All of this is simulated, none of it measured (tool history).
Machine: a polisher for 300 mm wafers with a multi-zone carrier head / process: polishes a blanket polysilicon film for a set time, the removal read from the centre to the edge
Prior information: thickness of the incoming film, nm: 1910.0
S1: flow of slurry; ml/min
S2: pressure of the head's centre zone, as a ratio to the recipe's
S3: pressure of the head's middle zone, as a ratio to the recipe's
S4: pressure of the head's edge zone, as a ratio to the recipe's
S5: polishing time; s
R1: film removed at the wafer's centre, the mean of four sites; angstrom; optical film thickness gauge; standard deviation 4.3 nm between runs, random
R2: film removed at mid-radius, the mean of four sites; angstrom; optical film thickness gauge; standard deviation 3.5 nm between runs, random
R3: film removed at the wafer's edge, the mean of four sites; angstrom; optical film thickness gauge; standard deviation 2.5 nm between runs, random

run 1 day=0.000 | S1=190 S2=1.00 S3=1.00 S4=1.00 S5=86 | R1=4546.9 R2=4595.8 R3=4708.5
run 2 day=0.142 | S1=190 S2=1.00 S3=0.94 S4=1.00 S5=86 | R1=4581.6 R2=4304.6 R3=4641.6
run 3 day=0.175 | S1=185 S2=1.01 S3=0.92 S4=0.98 S5=80 | R1=4214.2 R2=3891.2 R3=4306.8
run 4 day=0.396 | S1=165 S2=1.01 S3=0.92 S4=0.98 S5=80 | R1=4190.4 R2=3823.5 R3=4188.3
run 5 day=0.688 | S1=165 S2=1.01 S3=0.99 S4=0.98 S5=80 | R1=4191.7 R2=4107.8 R3=4167.4
run 6 day=0.829 | S1=125 S2=1.01 S3=0.99 S4=0.98 S5=80 | R1=3858.6 R2=3893.9 R3=4012.3
run 7 day=0.975 | S1=125 S2=1.03 S3=0.96 S4=0.97 S5=76 | R1=3637.1 R2=3617.8 R3=3832.6

Run 8 has not been measured yet. What should we expect?
run 8 day=1.212 | S1=140 S2=1.06 S3=0.93 S4=0.94 S5=71 | R1=? R2=? R3=?

{"run 8": {"R1": 3675.5, "R2": 3315.9, "R3": 3614.4}}
